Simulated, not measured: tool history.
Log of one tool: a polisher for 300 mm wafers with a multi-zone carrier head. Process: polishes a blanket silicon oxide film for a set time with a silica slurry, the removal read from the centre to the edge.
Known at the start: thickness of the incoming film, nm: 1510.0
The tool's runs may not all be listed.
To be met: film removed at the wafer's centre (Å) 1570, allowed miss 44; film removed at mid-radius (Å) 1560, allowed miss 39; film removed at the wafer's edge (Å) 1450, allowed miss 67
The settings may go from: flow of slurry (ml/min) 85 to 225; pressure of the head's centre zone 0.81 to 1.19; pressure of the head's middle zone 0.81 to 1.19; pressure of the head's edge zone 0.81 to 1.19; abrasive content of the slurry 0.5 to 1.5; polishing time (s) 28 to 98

run,hour,flow of slurry (ml/min),pressure of the head's centre zone,pressure of the head's middle zone,pressure of the head's edge zone,abrasive content of the slurry,polishing time (s),film removed at the wafer's centre (Å),film removed at mid-radius (Å),film removed at the wafer's edge (Å)
1,0,145,1,1,1,1,63,2064.1,2064.2,2081.6
2,4.9,125,1,1,1,1,63,2010.5,2017.4,2077.9
3,11.9,145,0.99,0.99,0.96,0.9,62,1886,1894,1873.6
4,19.2,145,0.99,0.99,0.96,0.7,62,1529.3,1549.6,1545
5,20.1,145,0.99,0.99,0.96,0.6,62,1300.9,1311.8,1302.3
6,21.1,145,0.92,0.99,0.96,0.6,62,1220.3,1317,1323.8
7,23,160,0.94,1,0.96,0.6,62,1280.8,1363.1,1329.2
8,28,165,0.96,1.01,0.97,0.6,62,1289.7,1365.5,1318
9,29.5,160,0.98,1.02,0.96,0.6,62,1304.8,1385.9,1320.1
10,34.4,200,1.08,1.07,1.02,0.65,62,1645.1,1601.8,1549.2
11,38.5,195,1.08,1.07,1,0.65,62,1651.5,1603.8,1492.5
12,42.2,190,1.07,1.07,1,0.65,62,1651.1,1614.9,1503.5
13,45,190,1.06,1.07,0.99,0.65,62,1595.4,1593.4,1490.7
14,45.6,190,1.06,1.07,0.98,0.65,62,1637.8,1614.8,1491.9

Which of these 5 next moves meets every target?
A,46.2,180,1.08,1.09,1.01,0.65,60,?,?,?
B,46.2,190,1.1,0.99,0.98,0.75,56,?,?,?
C,46.2,225,0.97,1.09,0.96,0.65,65,?,?,?
D,46.2,225,1.14,1.04,0.99,0.95,43,?,?,?
E,46.2,195,1.14,1.03,0.88,0.65,62,?,?,?

move,film removed at the wafer's centre (Å),film removed at mid-radius (Å),film removed at the wafer's edge (Å)
A,1588.7,1551.8,1433.5
B,1745.3,1550.5,1523.3
C,1600.9,1736.9,1554.9
D,1705.2,1513.8,1428
E,1756.9,1551.9,1409.6
A: meets every target
B: further off than the last run
C: brings the result that was furthest off to its target, and leaves another outside
D: further off than the last run
E: further off than the last run
Answer: A
